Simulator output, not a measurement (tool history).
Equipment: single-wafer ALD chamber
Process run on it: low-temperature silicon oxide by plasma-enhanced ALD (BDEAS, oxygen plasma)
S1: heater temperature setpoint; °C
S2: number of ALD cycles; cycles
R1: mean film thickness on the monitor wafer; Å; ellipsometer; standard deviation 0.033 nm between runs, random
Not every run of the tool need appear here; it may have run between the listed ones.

run	hour	S1	S2	R1
1	0	115	50	73.459
2	5.6	115	54	80.494
3	13.4	115	52	77.394
4	18.9	111	52	76.643
5	19.6	111	50	74.868
6	20.9	112	48	71.498
7	29.6	112	46	68.186

Run 8 has not been measured yet. What should we expect?
8	32.2	114	38	?

{"run 8": {"R1": 56.903}}
